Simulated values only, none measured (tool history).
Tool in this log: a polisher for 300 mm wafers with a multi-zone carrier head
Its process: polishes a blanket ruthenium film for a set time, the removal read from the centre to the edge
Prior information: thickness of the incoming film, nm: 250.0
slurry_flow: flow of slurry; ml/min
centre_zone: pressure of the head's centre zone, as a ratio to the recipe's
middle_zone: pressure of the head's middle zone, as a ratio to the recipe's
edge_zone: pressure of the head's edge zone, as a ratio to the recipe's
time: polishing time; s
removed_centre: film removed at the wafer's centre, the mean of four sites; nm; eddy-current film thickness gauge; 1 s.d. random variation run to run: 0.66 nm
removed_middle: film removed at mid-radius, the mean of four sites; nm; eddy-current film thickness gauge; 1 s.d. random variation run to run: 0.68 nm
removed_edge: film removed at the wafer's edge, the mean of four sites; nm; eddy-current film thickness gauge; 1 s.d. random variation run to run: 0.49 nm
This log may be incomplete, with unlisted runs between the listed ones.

Run 1, hour 0: slurry_flow 155 ml/min, centre_zone 1, middle_zone 1, edge_zone 1, time 57 s. Result: removed_centre 42.086 nm, removed_middle 41.792 nm, removed_edge 41.433 nm.
Run 2, hour 4.4: slurry_flow 160 ml/min, centre_zone 1, middle_zone 1.01, edge_zone 1.02, time 58 s. Result: removed_centre 42.719 nm, removed_middle 43.765 nm, removed_edge 43.058 nm.
Run 3, hour 6.9: slurry_flow 165 ml/min, centre_zone 1.01, middle_zone 1.01, edge_zone 1.04, time 59 s. Result: removed_centre 44.912 nm, removed_middle 44.785 nm, removed_edge 43.574 nm.
Run 4, hour 13.5: slurry_flow 165 ml/min, centre_zone 1, middle_zone 1.01, edge_zone 1.05, time 60 s. Result: removed_centre 44.618 nm, removed_middle 45.804 nm, removed_edge 44.558 nm.
Run 5, hour 18.4: slurry_flow 165 ml/min, centre_zone 1, middle_zone 0.93, edge_zone 1.05, time 60 s. Result: removed_centre 44.528 nm, removed_middle 42.799 nm, removed_edge 45.264 nm.
Run 6, hour 27.1: slurry_flow 170 ml/min, centre_zone 1, middle_zone 0.94, edge_zone 1.06, time 61 s. Result: removed_centre 46.194 nm, removed_middle 43.045 nm, removed_edge 45.789 nm.
Run 7, hour 30.8: slurry_flow 170 ml/min, centre_zone 0.99, middle_zone 0.95, edge_zone 1.07, time 62 s. Result: removed_centre 46.324 nm, removed_middle 44.523 nm, removed_edge 46.584 nm.
Run 8, hour 37.5: slurry_flow 170 ml/min, centre_zone 0.98, middle_zone 0.96, edge_zone 1.07, time 63 s. Result: removed_centre 46.722 nm, removed_middle 46.196 nm, removed_edge 47.978 nm.
Run 9, hour 41.9: slurry_flow 175 ml/min, centre_zone 0.98, middle_zone 0.97, edge_zone 1.08, time 63 s. Result: removed_centre 47.082 nm, removed_middle 46.554 nm, removed_edge 48.911 nm.
Run 10, hour 45.5: slurry_flow 180 ml/min, centre_zone 0.98, middle_zone 0.98, edge_zone 1.08, time 63 s. Result: removed_centre 47.917 nm, removed_middle 47.398 nm, removed_edge 48.451 nm.

Forecast run 11:
Run 11, hour 53.9: slurry_flow 185 ml/min, centre_zone 0.97, middle_zone 0.99, edge_zone 1.09, time 63 s. Result: removed_centre ?, removed_middle ?, removed_edge ?.

removed_centre: 47.826 nm
removed_middle: 48.704 nm
removed_edge: 48.711 nm
